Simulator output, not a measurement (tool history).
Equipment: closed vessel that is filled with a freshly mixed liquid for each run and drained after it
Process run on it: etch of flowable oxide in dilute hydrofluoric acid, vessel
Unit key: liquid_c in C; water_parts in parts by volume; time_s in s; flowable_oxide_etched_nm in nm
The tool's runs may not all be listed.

run	hour	liquid_c	water_parts	time_s	flowable_oxide_etched_nm
1	0.0	26.0	290	335	45.986
2	0.6	26.0	200	335	74.285
3	3.1	27.5	180	335	88.687
4	8.0	28.5	170	335	99.117
5	10.7	29.5	160	335	110.820
6	13.5	30.5	155	335	118.010
7	22.5	31.0	150	335	124.810
8	29.8	31.5	145	335	133.570
9	36.4	32.0	145	335	135.090
10	37.5	32.5	140	335	144.100
11	44.9	33.0	140	335	146.620
12	50.1	33.5	135	335	155.990

For run 13, what comes out?
13	56.6	34.0	135	335	?

{"run 13": {"flowable_oxide_etched_nm": 157.29}}

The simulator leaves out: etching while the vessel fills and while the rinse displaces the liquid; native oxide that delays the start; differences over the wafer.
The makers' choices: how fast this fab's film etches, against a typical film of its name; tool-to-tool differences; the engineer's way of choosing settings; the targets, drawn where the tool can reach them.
